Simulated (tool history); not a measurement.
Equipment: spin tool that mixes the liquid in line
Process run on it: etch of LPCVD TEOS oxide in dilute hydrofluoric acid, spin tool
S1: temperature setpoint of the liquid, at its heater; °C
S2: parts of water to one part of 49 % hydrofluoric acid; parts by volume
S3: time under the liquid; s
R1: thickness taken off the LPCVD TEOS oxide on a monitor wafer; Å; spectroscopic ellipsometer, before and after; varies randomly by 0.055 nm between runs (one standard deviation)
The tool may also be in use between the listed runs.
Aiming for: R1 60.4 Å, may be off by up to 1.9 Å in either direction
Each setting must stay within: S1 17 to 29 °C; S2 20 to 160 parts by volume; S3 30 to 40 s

run    day    S1  S2  S3      R1
  1      0    21  90  40  92.259
  2  0.133    21  90  30  67.398
  3  0.475  22.5  90  30  73.457
  4  0.783  22.5  90  30  73.199
  5  1.021  22.5  90  30  72.932
  6  1.238    22  95  30  67.604
  7  1.479  21.5  95  30  65.496
  8  1.633    21  95  30  64.123
  9  1.983    21  95  30  64.127
 10  2.233  20.5  95  30   64.14

Of the 5 settings listed for the next run, only one would bring every result within its allowed miss of target. Which one?
  A  2.483  21.5   95  30   ?
  B  2.483    23  115  30   ?
  C  2.483    18   95  30   ?
  D  2.483  18.5  120  40   ?
  E  2.483    21   95  30   ?

move      R1
   A  65.165
   B  55.849
   C  56.395
   D  59.189
   E   63.85
A: lands further from the targets than the last run did
B: takes the biggest miss from the last run beyond its target
C: takes the biggest miss from the last run beyond its target
D: each result inside its tolerance
E: closer than the last run, but not yet in spec
Move D is the one to make.
